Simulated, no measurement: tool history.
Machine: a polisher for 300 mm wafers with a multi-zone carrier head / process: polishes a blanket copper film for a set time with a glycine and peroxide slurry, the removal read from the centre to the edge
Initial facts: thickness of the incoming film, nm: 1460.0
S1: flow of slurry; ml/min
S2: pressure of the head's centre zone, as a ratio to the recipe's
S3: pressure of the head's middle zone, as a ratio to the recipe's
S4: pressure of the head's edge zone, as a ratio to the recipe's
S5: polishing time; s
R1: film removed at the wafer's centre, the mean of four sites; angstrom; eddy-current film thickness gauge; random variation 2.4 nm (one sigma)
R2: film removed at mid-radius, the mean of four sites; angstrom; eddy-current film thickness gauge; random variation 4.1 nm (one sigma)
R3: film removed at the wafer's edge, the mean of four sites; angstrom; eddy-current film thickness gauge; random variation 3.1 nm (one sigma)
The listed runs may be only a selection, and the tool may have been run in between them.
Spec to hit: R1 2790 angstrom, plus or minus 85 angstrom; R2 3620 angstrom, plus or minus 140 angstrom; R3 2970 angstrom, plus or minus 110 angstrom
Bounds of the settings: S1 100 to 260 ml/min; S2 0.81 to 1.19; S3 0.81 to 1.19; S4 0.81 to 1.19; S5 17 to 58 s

run  hour   S1    S2    S3    S4  S5      R1      R2      R3
  1     0  165     1     1     1  37  2287.7  2299.7  2308.7
  2   0.7  165     1     1     1  34  2133.2    2061    2156
  3   1.4  165     1     1     1  38  2376.6  2310.7  2340.9
  4   7.2  170  0.99  1.02     1  39  2418.1  2431.5  2374.6
  5  15.3  170  0.99  1.02  0.93  39  2460.7  2439.7    2280
  6  17.2  175  0.98  1.04  0.95  40  2457.1  2551.6  2431.4
  7  19.1  180  0.97  1.06  0.94  41  2547.8  2656.2  2517.5
  8  25.1  180  0.95  1.08  0.92  42  2541.4  2722.6    2557

Exactly one of the 5 candidate moves below puts every result within its allowed miss. Which one?
  A  31.1  190  0.95  1.12  0.86  35   ?   ?   ?
  B  31.1  260  0.87  1.19  0.91  48   ?   ?   ?
  C  31.1  120  0.87  1.19  0.82  50   ?   ?   ?
  D  31.1  195  0.84  1.11  0.98  48   ?   ?   ?
  E  31.1  200  1.15  0.94  0.96  33   ?   ?   ?

move      R1      R2      R3
   A  2118.3  2426.1  2046.8
   B  2790.7  3651.7  2966.1
   C  2525.6  3358.3  2691.5
   D  2587.4  3315.6    2991
   E    2425  1984.2  2046.4
A: further off than the last run
B: hits every target within its allowed miss
C: an improvement on the last run, though not all results are within tolerance
D: an improvement on the last run, though not all results are within tolerance
E: further off than the last run
Answer: B
